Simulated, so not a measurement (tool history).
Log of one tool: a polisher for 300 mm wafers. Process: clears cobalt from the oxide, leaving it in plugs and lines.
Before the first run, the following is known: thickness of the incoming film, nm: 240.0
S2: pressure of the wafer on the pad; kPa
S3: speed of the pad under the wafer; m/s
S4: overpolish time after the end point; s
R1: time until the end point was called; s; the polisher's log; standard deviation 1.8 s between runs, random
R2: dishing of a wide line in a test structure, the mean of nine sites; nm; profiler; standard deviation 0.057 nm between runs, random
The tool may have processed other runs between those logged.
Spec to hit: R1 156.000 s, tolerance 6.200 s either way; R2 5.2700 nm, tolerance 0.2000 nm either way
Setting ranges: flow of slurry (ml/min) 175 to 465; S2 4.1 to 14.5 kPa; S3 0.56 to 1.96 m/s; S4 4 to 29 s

Run 1, day 0.000: flow of slurry (ml/min) 295, S2 9.0 kPa, S3 1.26 m/s, S4 15 s. Result: R1 62.364 s, R2 32.3460 nm.
Run 2, day 0.129: flow of slurry (ml/min) 270, S2 8.3 kPa, S3 1.12 m/s, S4 13 s. Result: R1 75.028 s, R2 26.5430 nm.
Run 3, day 0.325: flow of slurry (ml/min) 270, S2 8.3 kPa, S3 1.12 m/s, S4 16 s. Result: R1 75.910 s, R2 29.8780 nm.
Run 4, day 0.462: flow of slurry (ml/min) 270, S2 7.6 kPa, S3 1.12 m/s, S4 16 s. Result: R1 80.796 s, R2 29.2490 nm.
Run 5, day 0.658: flow of slurry (ml/min) 270, S2 9.7 kPa, S3 1.12 m/s, S4 16 s. Result: R1 65.240 s, R2 33.6890 nm.
Run 6, day 0.900: flow of slurry (ml/min) 290, S2 8.3 kPa, S3 1.00 m/s, S4 13 s. Result: R1 82.192 s, R2 24.4950 nm.
Run 7, day 1.171: flow of slurry (ml/min) 325, S2 7.6 kPa, S3 0.90 m/s, S4 11 s. Result: R1 99.125 s, R2 19.1840 nm.
Run 8, day 1.217: flow of slurry (ml/min) 355, S2 6.9 kPa, S3 0.82 m/s, S4 10 s. Result: R1 117.890 s, R2 15.6870 nm.
Run 9, day 1.275: flow of slurry (ml/min) 380, S2 6.2 kPa, S3 0.76 m/s, S4 9 s. Result: R1 139.670 s, R2 12.3620 nm.
Run 10, day 1.625: flow of slurry (ml/min) 400, S2 5.5 kPa, S3 0.76 m/s, S4 8 s. Result: R1 155.280 s, R2 9.9049 nm.
Run 11, day 1.725: flow of slurry (ml/min) 415, S2 5.5 kPa, S3 0.80 m/s, S4 7 s. Result: R1 146.930 s, R2 9.3799 nm.
Run 12, day 1.867: flow of slurry (ml/min) 425, S2 5.5 kPa, S3 0.82 m/s, S4 6 s. Result: R1 148.410 s, R2 8.2733 nm.
Run 13, day 2.083: flow of slurry (ml/min) 435, S2 5.5 kPa, S3 0.86 m/s, S4 6 s. Result: R1 138.270 s, R2 8.6449 nm.
Run 14, day 2.367: flow of slurry (ml/min) 350, S2 5.5 kPa, S3 0.72 m/s, S4 4 s. Result: R1 166.030 s, R2 4.9945 nm.

Below are 4 possible settings for the next run. Only one of them brings all results inside the allowed miss of their targets. Which is it?
Run A, day 2.650: flow of slurry (ml/min) 310, S2 4.8 kPa, S3 0.78 m/s, S4 4 s. Result: R1 ?, R2 ?.
Run B, day 2.650: flow of slurry (ml/min) 365, S2 5.5 kPa, S3 0.70 m/s, S4 4 s. Result: R1 ?, R2 ?.
Run C, day 2.650: flow of slurry (ml/min) 250, S2 4.8 kPa, S3 0.90 m/s, S4 4 s. Result: R1 ?, R2 ?.
Run D, day 2.650: flow of slurry (ml/min) 355, S2 4.8 kPa, S3 0.78 m/s, S4 4 s. Result: R1 ?, R2 ?.

move       R1      R2
   A  172.870  4.7423
   B  166.410  4.9174
   C  154.320  5.2812
   D  170.820  4.7967
A: further off than the last run
B: further off than the last run
C: every result lands within tolerance
D: further off than the last run
Move C is the one to make.
